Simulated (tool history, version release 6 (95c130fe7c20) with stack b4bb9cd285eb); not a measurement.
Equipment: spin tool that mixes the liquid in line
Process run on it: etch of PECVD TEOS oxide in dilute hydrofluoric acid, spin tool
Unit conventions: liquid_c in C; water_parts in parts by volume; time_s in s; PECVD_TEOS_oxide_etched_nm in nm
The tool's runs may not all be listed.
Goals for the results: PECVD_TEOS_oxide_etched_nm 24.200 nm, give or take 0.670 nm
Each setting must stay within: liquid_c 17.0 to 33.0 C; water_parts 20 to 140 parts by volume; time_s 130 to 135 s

run,day,liquid_c,water_parts,time_s,PECVD_TEOS_oxide_etched_nm
1,0.000,25.0,75,130,38.094
2,0.225,23.0,80,130,32.736
3,0.396,21.5,80,130,30.885
4,0.742,20.5,80,130,29.725
5,0.979,20.5,80,135,30.810
6,1.338,19.5,80,135,29.861
7,1.388,19.0,80,135,28.897
8,1.525,18.5,80,135,28.344
9,1.588,18.0,80,135,27.929
10,1.821,17.5,80,135,27.686
11,1.946,17.0,85,135,25.339
12,2.304,17.0,90,135,23.474

Consider the 4 candidate settings below. Which is the only one whose results all fall within their allowed miss of target?
A,2.662,17.0,85,130,?
B,2.662,17.0,95,135,?
C,2.662,17.5,80,130,?
D,2.662,19.5,100,135,?

move,PECVD_TEOS_oxide_etched_nm
A,23.788
B,21.862
C,25.955
D,22.897
A: all results land within tolerance of their targets
B: misses by more than the last run did
C: the result that was furthest off in the last run now lies on the other side of its target
D: misses by more than the last run did
Correct choice: A, which meets every target
